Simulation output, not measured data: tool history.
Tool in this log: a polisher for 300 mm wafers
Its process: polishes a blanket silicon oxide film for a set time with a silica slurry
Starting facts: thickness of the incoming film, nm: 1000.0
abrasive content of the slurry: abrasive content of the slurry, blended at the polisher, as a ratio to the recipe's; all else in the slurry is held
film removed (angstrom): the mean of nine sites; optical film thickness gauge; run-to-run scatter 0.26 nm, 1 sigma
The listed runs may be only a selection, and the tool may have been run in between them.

run,hour,flow of slurry (ml/min),pressure of the wafer on the pad (kPa),speed of the pad under the wafer (m/s),abrasive content of the slurry,polishing time (s),film removed (angstrom)
1,0.0,295,22.1,1.10,1.0,24,622.97
2,3.7,295,22.1,1.10,1.1,24,651.33
3,5.5,295,19.3,1.10,1.1,24,568.91
4,10.5,295,19.3,1.34,1.1,24,666.23
5,12.1,295,17.2,1.30,1.1,24,580.60
6,16.7,295,15.9,1.28,1.1,24,534.66
7,20.4,295,14.5,1.28,1.1,24,492.92

Estimate the outcome of run 8 from the log above:
8,29.1,280,9.7,1.24,1.1,24,?

Run 8 produced film removed (angstrom) 319.07.
